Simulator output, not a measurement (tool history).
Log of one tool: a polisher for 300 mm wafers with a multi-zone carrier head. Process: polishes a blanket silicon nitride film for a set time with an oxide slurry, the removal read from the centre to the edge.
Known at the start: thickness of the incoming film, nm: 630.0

run,hour,flow of slurry (ml/min),pressure of the head's centre zone,pressure of the head's middle zone,pressure of the head's edge zone,abrasive content of the slurry,polishing time (s),film removed at the wafer's centre (nm),film removed at mid-radius (nm),film removed at the wafer's edge (nm)
1,0,200,1,1,1,1,49,29.705,30.22,31.124
2,3.2,200,1,1,1,1,40,23.54,25.156,25.717
3,11.5,200,1.04,1,1,1,40,25.083,24.954,25.428
4,18.1,205,1.03,1.03,1,1.05,40,25.572,26.066,26.493
5,24,210,1.01,1.05,0.97,1.1,40,25.376,27.085,26.342
6,28.2,210,1.01,1.05,0.97,1.1,46,29.511,31.151,30.668
# hour 31.5: slurry nozzle cleaned
7,31.5,210,0.99,1.07,0.96,1.1,46,31.708,34.082,31.521

Run 8 comes next. What will it give?
8,38.9,210,0.96,1.07,0.97,1.05,46,?,?,?

Run 8 gave film removed at the wafer's centre (nm) 29.077, film removed at mid-radius (nm) 33.786, film removed at the wafer's edge (nm) 31.365.
